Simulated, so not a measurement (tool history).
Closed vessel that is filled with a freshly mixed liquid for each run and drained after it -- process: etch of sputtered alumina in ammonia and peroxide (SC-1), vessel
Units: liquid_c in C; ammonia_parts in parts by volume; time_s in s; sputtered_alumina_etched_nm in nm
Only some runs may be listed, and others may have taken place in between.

run	hour	liquid_c	ammonia_parts	time_s	sputtered_alumina_etched_nm
1	0	60	0.8	740	98.331
2	2.6	62	0.8	740	109.08
3	10.6	63	0.8	740	113.57
4	11.5	63	0.8	740	113.56
5	13.1	63	0.95	740	116.54
6	21.3	63	0.85	740	113.97
7	29.5	64	0.85	740	121.38
8	37.4	64.5	0.85	740	123.35
9	45.9	65	0.85	740	127.31

Run 10 has not been measured yet. What should we expect?
10	50.7	65.5	0.85	740	?

Run 10 came out at sputtered_alumina_etched_nm 129.02 nm.
